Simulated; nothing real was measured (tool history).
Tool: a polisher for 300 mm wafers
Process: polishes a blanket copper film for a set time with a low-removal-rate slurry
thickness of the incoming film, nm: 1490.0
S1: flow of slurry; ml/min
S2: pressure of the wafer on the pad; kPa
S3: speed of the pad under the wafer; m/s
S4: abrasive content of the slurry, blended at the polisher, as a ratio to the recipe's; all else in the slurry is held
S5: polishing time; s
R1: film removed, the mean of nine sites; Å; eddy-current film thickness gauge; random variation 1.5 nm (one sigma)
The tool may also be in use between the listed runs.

{"run": 1, "hour": 0.0, "S1": 140, "S2": 11.7, "S3": 1.4, "S4": 1.0, "S5": 121, "R1": 2846.7}
{"run": 2, "hour": 7.2, "S1": 130, "S2": 11.0, "S3": 1.4, "S4": 1.0, "S5": 121, "R1": 2625.7}
{"run": 3, "hour": 8.7, "S1": 130, "S2": 11.0, "S3": 1.56, "S4": 1.0, "S5": 121, "R1": 2898.6}
{"run": 4, "hour": 9.6, "S1": 130, "S2": 11.0, "S3": 1.56, "S4": 0.85, "S5": 121, "R1": 2793.6}
{"run": 5, "hour": 17.7, "S1": 130, "S2": 11.0, "S3": 1.56, "S4": 0.75, "S5": 121, "R1": 2701.9}
{"run": 6, "hour": 23.8, "S1": 130, "S2": 9.7, "S3": 1.56, "S4": 0.75, "S5": 121, "R1": 2375.1}
{"run": 7, "hour": 31.0, "S1": 125, "S2": 9.7, "S3": 1.56, "S4": 0.75, "S5": 121, "R1": 2341.5}

Forecast run 8:
{"run": 8, "hour": 39.9, "S1": 125, "S2": 9.7, "S3": 1.56, "S4": 0.75, "S5": 121, "R1": "?"}

Run 8 gave R1 2340.9 Å.

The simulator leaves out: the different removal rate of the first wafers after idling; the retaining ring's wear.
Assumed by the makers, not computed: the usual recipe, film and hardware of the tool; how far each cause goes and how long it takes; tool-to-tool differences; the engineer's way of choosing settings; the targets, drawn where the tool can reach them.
